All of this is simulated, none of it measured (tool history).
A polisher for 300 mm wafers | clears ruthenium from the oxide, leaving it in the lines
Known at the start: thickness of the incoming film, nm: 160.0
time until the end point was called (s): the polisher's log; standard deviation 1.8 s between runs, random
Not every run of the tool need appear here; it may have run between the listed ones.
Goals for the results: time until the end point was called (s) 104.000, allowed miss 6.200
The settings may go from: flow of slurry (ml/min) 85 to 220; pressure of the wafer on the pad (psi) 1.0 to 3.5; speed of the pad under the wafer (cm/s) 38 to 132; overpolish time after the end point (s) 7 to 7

run	hour	flow of slurry (ml/min)	pressure of the wafer on the pad (psi)	speed of the pad under the wafer (cm/s)	overpolish time after the end point (s)	time until the end point was called (s)
1	0.0	140	2.2	84	7	168.440
2	6.5	140	2.2	68	7	202.300
3	8.3	140	1.8	68	7	239.600
4	17.2	140	1.8	68	7	243.280
5	21.0	140	1.8	54	7	309.270
6	26.5	150	1.8	54	7	302.320
7	34.8	150	2.0	58	7	255.090
8	38.4	150	2.2	60	7	234.490
9	46.3	150	2.4	64	7	191.510
10	49.0	150	2.5	64	7	189.170
11	52.8	150	2.6	66	7	176.780
12	55.8	150	2.7	68	7	164.420
13	61.0	150	2.8	70	7	157.050
14	67.0	150	2.9	72	7	149.660
15	71.1	150	3.0	74	7	140.580
16	77.7	150	3.1	76	7	132.180
17	81.7	150	3.2	76	7	125.960
18	89.5	150	3.4	80	7	113.730

Next run, 5 choices. One meets every target within its allowed miss, the rest don't. Which?
A	97.3	145	3.5	104	7	?
B	97.3	170	2.7	84	7	?
C	97.3	130	3.5	102	7	?
D	97.3	120	3.5	108	7	?
E	97.3	155	3.5	84	7	?

move	time until the end point was called (s)
A	87.729
B	133.540
C	91.434
D	88.068
E	106.660
A: moves the result that the last run missed by most past its target, out the other side
B: moves away from the targets compared with the last run
C: moves the result that the last run missed by most past its target, out the other side
D: moves the result that the last run missed by most past its target, out the other side
E: in spec on every target
So the answer is move E, the one that meets all the targets.

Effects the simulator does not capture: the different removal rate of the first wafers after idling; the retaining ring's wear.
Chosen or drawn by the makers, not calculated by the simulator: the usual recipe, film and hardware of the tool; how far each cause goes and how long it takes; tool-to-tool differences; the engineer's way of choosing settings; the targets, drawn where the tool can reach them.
